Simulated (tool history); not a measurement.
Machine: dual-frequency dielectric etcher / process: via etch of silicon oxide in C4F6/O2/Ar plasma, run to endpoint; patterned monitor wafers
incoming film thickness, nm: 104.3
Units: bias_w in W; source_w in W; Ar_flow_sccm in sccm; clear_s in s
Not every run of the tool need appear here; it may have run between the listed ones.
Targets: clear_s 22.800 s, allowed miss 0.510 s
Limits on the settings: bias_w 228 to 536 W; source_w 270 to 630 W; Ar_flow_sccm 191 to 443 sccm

| run | hour | bias_w | source_w | Ar_flow_sccm | clear_s |
|---|---|---|---|---|---|
| 1 | 0.0 | 382 | 450 | 317 | 25.816 |
| 2 | 2.1 | 382 | 450 | 344 | 26.032 |
| 3 | 2.6 | 332 | 450 | 344 | 27.506 |
| 4 | 10.9 | 374 | 460 | 342 | 26.095 |
| 5 | 15.7 | 374 | 460 | 310 | 25.864 |
| 6 | 17.5 | 374 | 390 | 310 | 27.221 |
| 7 | 18.5 | 413 | 400 | 308 | 25.823 |
| 8 | 20.4 | 441 | 410 | 307 | 25.002 |
| 9 | 27.6 | 463 | 420 | 306 | 24.133 |
| 10 | 36.4 | 476 | 420 | 305 | 23.725 |
| 11 | 42.9 | 485 | 420 | 305 | 23.628 |
| 12 | 44.6 | 493 | 420 | 305 | 23.548 |

Which one of the following 4 next-run settings gets every result inside its allowed miss? There is exactly one.
| A | 46.3 | 511 | 390 | 406 | ? |
| B | 46.3 | 465 | 410 | 326 | ? |
| C | 46.3 | 477 | 380 | 313 | ? |
| D | 46.3 | 536 | 400 | 311 | ? |

| move | clear_s |
|---|---|
| A | 24.197 |
| B | 24.464 |
| C | 24.661 |
| D | 23.047 |
A: lands further from the targets than the last run did
B: lands further from the targets than the last run did
C: lands further from the targets than the last run did
D: hits every target within its allowed miss
The move that meets every target is D.
